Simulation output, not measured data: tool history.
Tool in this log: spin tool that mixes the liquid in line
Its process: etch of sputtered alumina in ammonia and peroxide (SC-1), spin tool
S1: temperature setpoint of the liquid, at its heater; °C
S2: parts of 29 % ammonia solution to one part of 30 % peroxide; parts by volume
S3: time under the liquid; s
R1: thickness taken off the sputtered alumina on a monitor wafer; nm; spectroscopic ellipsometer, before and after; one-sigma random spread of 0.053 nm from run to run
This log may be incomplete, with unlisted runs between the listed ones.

{"run": 1, "hour": 0.0, "S1": 58, "S2": 0.9, "S3": 130, "R1": 14.368}
{"run": 2, "hour": 6.9, "S1": 58, "S2": 0.6, "S3": 130, "R1": 13.762}
{"run": 3, "hour": 12.5, "S1": 54.5, "S2": 0.6, "S3": 130, "R1": 11.49}
{"run": 4, "hour": 18.9, "S1": 52, "S2": 0.6, "S3": 130, "R1": 10.041}
{"run": 5, "hour": 21.5, "S1": 52, "S2": 0.6, "S3": 135, "R1": 10.402}
{"run": 6, "hour": 23.1, "S1": 58.5, "S2": 0.6, "S3": 135, "R1": 14.731}

Run 7 comes next. What will it give?
{"run": 7, "hour": 31.4, "S1": 50.5, "S2": 0.55, "S3": 135, "R1": "?"}

R1: 9.509 nm

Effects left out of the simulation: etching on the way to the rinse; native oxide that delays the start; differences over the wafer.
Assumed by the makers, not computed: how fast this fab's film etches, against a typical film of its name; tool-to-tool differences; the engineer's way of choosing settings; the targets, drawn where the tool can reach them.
